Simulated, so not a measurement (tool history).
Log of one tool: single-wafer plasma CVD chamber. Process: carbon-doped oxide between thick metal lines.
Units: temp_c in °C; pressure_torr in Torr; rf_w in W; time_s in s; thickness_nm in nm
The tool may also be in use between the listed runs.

run	day	temp_c	pressure_torr	rf_w	time_s	thickness_nm
1	0	355	6.04	580	294	1658.5
2	0.162	358	5.79	550	294	1537.8
3	0.346	358	6.82	550	294	1582.1
4	0.55	360	6.68	530	294	1519.2
5	0.9	362	6.55	515	294	1460.9
6	1.125	364	6.42	510	294	1441.4
7	1.442	370	5.66	415	294	1074.9
8	1.812	367	5.79	415	294	1094.4
9	2.167	364	6.01	415	294	1091.2
10	2.417	364	6.23	420	294	1126.9
11	2.592	364	6.48	425	294	1150.3
12	2.883	359	7.69	470	295	1341.5
13	3.138	359	7.62	465	295	1320.9
14	3.471	362	7.12	440	294	1218

Run 15 comes next. What will it give?
15	3.7	362	7.19	440	294	?

{"run 15": {"thickness_nm": 1211.5}}
